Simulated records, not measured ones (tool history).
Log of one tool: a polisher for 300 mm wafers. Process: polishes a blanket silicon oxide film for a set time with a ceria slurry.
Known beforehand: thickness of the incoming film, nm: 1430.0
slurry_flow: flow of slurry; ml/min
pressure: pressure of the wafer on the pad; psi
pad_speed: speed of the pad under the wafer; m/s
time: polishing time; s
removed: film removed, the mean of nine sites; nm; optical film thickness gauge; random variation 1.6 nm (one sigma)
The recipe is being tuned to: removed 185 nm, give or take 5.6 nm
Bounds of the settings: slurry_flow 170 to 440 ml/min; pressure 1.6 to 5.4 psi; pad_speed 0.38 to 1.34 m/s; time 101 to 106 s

run,day,slurry_flow,pressure,pad_speed,time,removed
1,0,280,3.5,0.86,101,355.09
2,0.3,340,3.5,0.86,101,358.97
3,0.333,340,3.2,0.86,101,339.28
4,0.488,340,3.2,0.86,101,334.8
# day 0.758: head pressure recalibrated
5,0.758,340,3.2,1.04,101,422.63
6,1.062,340,3.2,1.04,101,422.07
7,1.217,335,2.8,0.96,101,353.91
8,1.354,335,2.5,0.88,101,306.46
9,1.696,335,2.3,0.82,101,263.53
10,1.946,335,2.1,0.78,101,243.16
11,2.208,335,2,0.74,101,221.66
12,2.275,335,1.9,0.72,101,208.47
13,2.45,335,1.8,0.72,101,203.38

Exercise: of the 4 proposed moves below, exactly one satisfies all targets within the stated allowed misses. Which move is it?
A,2.625,340,1.8,0.76,106,?
B,2.625,375,1.6,0.68,102,?
C,2.625,295,1.6,0.82,101,?
D,2.625,350,2.9,0.6,103,?

move,removed
A,227.8
B,186.06
C,216.17
D,237.52
A: further off than the last run
B: all results land within tolerance of their targets
C: further off than the last run
D: further off than the last run
So the answer is move B, the one that meets all the targets.

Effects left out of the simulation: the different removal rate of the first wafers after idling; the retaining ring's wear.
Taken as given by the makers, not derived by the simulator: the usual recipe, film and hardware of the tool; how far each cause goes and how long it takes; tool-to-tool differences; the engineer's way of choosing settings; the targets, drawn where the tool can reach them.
